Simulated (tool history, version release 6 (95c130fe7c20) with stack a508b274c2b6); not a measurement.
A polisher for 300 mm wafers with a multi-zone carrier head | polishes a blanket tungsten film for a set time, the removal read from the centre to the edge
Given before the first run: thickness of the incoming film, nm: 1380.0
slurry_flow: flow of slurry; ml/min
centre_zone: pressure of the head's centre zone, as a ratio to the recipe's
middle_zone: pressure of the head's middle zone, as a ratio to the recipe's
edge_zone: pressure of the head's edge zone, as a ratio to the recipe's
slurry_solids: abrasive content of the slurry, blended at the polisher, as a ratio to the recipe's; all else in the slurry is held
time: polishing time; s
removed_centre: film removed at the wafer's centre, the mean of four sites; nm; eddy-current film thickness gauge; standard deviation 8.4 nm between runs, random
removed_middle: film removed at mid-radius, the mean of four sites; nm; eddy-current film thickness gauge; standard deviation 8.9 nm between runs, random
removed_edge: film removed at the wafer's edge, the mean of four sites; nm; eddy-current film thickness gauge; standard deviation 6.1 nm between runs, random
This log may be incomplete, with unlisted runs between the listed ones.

run 1 hour=0.0 | slurry_flow=225 centre_zone=1.00 middle_zone=1.00 edge_zone=1.00 slurry_solids=1.00 time=76 | removed_centre=503.22 removed_middle=502.29 removed_edge=518.90
run 2 hour=2.4 | slurry_flow=225 centre_zone=1.00 middle_zone=1.00 edge_zone=1.00 slurry_solids=1.00 time=85 | removed_centre=573.64 removed_middle=554.42 removed_edge=585.76
run 3 hour=7.0 | slurry_flow=225 centre_zone=1.00 middle_zone=1.00 edge_zone=1.00 slurry_solids=1.00 time=68 | removed_centre=460.56 removed_middle=446.37 removed_edge=461.39
run 4 hour=9.4 | slurry_flow=250 centre_zone=1.00 middle_zone=1.00 edge_zone=1.00 slurry_solids=1.00 time=68 | removed_centre=459.37 removed_middle=446.36 removed_edge=476.88
run 5 hour=13.0 | slurry_flow=245 centre_zone=1.01 middle_zone=1.02 edge_zone=1.00 slurry_solids=1.05 time=70 | removed_centre=477.93 removed_middle=476.67 removed_edge=486.73
run 6 hour=17.5 | slurry_flow=245 centre_zone=1.03 middle_zone=1.03 edge_zone=1.00 slurry_solids=1.10 time=72 | removed_centre=505.19 removed_middle=504.70 removed_edge=508.62
run 7 hour=19.2 | slurry_flow=300 centre_zone=1.13 middle_zone=1.13 edge_zone=1.05 slurry_solids=1.35 time=80 | removed_centre=665.39 removed_middle=626.14 removed_edge=603.69

What will run 8 give?
run 8 hour=23.1 | slurry_flow=300 centre_zone=1.13 middle_zone=1.14 edge_zone=1.05 slurry_solids=1.35 time=81 | removed_centre=? removed_middle=? removed_edge=?

Logged for run 8: removed_centre 657.03 nm, removed_middle 638.90 nm, removed_edge 612.93 nm.
